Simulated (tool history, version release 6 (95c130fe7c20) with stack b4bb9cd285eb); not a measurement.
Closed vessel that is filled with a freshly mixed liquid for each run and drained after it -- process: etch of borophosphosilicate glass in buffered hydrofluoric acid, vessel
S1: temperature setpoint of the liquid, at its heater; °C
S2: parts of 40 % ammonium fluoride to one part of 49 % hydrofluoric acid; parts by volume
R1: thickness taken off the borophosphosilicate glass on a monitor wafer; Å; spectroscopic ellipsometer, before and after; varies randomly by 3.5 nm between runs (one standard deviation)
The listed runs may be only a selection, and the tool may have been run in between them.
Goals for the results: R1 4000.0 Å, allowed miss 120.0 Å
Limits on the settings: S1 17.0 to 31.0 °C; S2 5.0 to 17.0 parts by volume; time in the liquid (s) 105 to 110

Run 1, hour 0.0: S1 23.0 °C, S2 10.5 parts by volume, time in the liquid (s) 105. Result: R1 1721.9 Å.
Run 2, hour 1.2: S1 23.0 °C, S2 9.0 parts by volume, time in the liquid (s) 105. Result: R1 1998.5 Å.
Run 3, hour 9.8: S1 23.0 °C, S2 9.0 parts by volume, time in the liquid (s) 110. Result: R1 2076.4 Å.
Run 4, hour 13.9: S1 21.5 °C, S2 9.0 parts by volume, time in the liquid (s) 110. Result: R1 1944.8 Å.
Run 5, hour 23.2: S1 24.5 °C, S2 8.0 parts by volume, time in the liquid (s) 110. Result: R1 2437.0 Å.
Run 6, hour 29.0: S1 24.5 °C, S2 8.0 parts by volume, time in the liquid (s) 105. Result: R1 2337.3 Å.
Run 7, hour 37.1: S1 26.5 °C, S2 7.5 parts by volume, time in the liquid (s) 105. Result: R1 2756.8 Å.
Run 8, hour 43.9: S1 28.0 °C, S2 7.0 parts by volume, time in the liquid (s) 105. Result: R1 3255.7 Å.
Run 9, hour 50.7: S1 31.0 °C, S2 7.0 parts by volume, time in the liquid (s) 105. Result: R1 3745.8 Å.

Below are 5 possible settings for the next run. Only one of them brings all results inside the allowed miss of their targets. Which is it?
Run A, hour 57.5: S1 28.0 °C, S2 6.0 parts by volume, time in the liquid (s) 105. Result: R1 ?.
Run B, hour 57.5: S1 30.0 °C, S2 7.0 parts by volume, time in the liquid (s) 110. Result: R1 ?.
Run C, hour 57.5: S1 26.5 °C, S2 5.5 parts by volume, time in the liquid (s) 105. Result: R1 ?.
Run D, hour 57.5: S1 29.5 °C, S2 6.5 parts by volume, time in the liquid (s) 110. Result: R1 ?.
Run E, hour 57.5: S1 30.5 °C, S2 7.0 parts by volume, time in the liquid (s) 105. Result: R1 ?.

move      R1
   A  3805.7
   B  3768.7
   C  3797.4
   D  3981.7
   E  3691.7
A: closes in on the targets versus the last run, not all within tolerance yet
B: closes in on the targets versus the last run, not all within tolerance yet
C: closes in on the targets versus the last run, not all within tolerance yet
D: every result lands within tolerance
E: further off than the last run
D meets every target.
